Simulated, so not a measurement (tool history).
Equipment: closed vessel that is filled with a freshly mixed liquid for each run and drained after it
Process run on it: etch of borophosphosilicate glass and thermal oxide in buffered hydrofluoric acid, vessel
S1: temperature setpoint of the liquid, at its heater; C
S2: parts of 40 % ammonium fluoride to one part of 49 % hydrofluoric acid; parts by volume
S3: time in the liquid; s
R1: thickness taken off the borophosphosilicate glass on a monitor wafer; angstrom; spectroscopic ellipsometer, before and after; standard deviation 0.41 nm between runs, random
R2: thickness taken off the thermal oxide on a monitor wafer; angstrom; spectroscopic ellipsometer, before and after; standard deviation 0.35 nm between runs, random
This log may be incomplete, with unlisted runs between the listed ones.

{"run": 1, "hour": 0.0, "S1": 23.0, "S2": 17.0, "S3": 60, "R1": 677.84, "R2": 363.27}
{"run": 2, "hour": 2.7, "S1": 23.5, "S2": 17.0, "S3": 60, "R1": 704.84, "R2": 368.81}
{"run": 3, "hour": 10.7, "S1": 23.5, "S2": 17.0, "S3": 35, "R1": 409.42, "R2": 218.65}
{"run": 4, "hour": 17.9, "S1": 25.0, "S2": 16.0, "S3": 35, "R1": 469.46, "R2": 247.56}
{"run": 5, "hour": 20.5, "S1": 25.0, "S2": 20.5, "S3": 35, "R1": 370.27, "R2": 199.69}
{"run": 6, "hour": 22.3, "S1": 25.0, "S2": 20.5, "S3": 30, "R1": 320.12, "R2": 168.21}
{"run": 7, "hour": 29.7, "S1": 26.0, "S2": 18.5, "S3": 30, "R1": 370.56, "R2": 192.86}
{"run": 8, "hour": 36.1, "S1": 25.5, "S2": 16.0, "S3": 30, "R1": 414.92, "R2": 220.12}
{"run": 9, "hour": 37.5, "S1": 26.5, "S2": 14.0, "S3": 30, "R1": 501.93, "R2": 261.51}
{"run": 10, "hour": 41.5, "S1": 27.0, "S2": 13.0, "S3": 30, "R1": 549.26, "R2": 288.32}
{"run": 11, "hour": 45.5, "S1": 27.5, "S2": 12.5, "S3": 30, "R1": 592.54, "R2": 306.47}
{"run": 12, "hour": 46.6, "S1": 28.0, "S2": 12.0, "S3": 30, "R1": 628.38, "R2": 330.68}

Run 13 is up next; what results do you expect?
{"run": 13, "hour": 47.3, "S1": 28.5, "S2": 11.5, "S3": 30, "R1": "?", "R2": "?"}

Run 13 produced R1 676.83 angstrom, R2 350.69 angstrom.

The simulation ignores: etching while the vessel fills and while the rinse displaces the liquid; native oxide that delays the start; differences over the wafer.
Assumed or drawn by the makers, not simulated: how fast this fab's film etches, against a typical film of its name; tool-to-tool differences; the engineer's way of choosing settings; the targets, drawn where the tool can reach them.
